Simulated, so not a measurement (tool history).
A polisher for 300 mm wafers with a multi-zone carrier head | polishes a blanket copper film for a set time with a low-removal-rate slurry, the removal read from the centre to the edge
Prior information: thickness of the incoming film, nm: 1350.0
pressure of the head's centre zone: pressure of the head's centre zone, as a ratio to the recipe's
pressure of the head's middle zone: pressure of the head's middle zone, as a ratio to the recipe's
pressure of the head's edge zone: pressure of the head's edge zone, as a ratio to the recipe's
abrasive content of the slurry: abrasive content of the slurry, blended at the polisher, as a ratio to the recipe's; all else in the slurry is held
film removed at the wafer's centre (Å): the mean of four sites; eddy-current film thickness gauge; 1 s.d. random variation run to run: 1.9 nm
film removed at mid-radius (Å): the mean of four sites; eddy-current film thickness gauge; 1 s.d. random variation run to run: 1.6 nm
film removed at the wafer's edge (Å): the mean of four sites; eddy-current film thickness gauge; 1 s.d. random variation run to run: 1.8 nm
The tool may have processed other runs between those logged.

| run | hour | flow of slurry (ml/min) | pressure of the head's centre zone | pressure of the head's middle zone | pressure of the head's edge zone | abrasive content of the slurry | polishing time (s) | film removed at the wafer's centre (Å) | film removed at mid-radius (Å) | film removed at the wafer's edge (Å) |
|---|---|---|---|---|---|---|---|---|---|---|
| 1 | 0 | 320 | 1 | 1 | 1 | 1 | 69 | 1828.8 | 2050.7 | 2033.7 |
| 2 | 4.8 | 320 | 1 | 0.99 | 0.96 | 0.9 | 68 | 1809.4 | 1974.1 | 1877.7 |
| 3 | 10.8 | 320 | 1 | 0.99 | 0.96 | 0.8 | 68 | 1743 | 1937.3 | 1875.5 |
| 4 | 19.2 | 320 | 1 | 0.91 | 0.96 | 0.8 | 68 | 1740.2 | 1792.3 | 1845.5 |
| 5 | 23.2 | 320 | 1 | 0.91 | 0.9 | 0.8 | 68 | 1733.9 | 1829 | 1783 |
| 6 | 23.9 | 320 | 1 | 0.91 | 0.9 | 0.8 | 55 | 1387.7 | 1450 | 1443.9 |

The next listed run, before its measurement:
| 7 | 27.2 | 325 | 1.01 | 0.95 | 0.93 | 0.85 | 55 | ? | ? | ? |

{"run 7": {"film removed at the wafer's centre (Å)": 1417.6, "film removed at mid-radius (Å)": 1517.5, "film removed at the wafer's edge (Å)": 1537.8}}
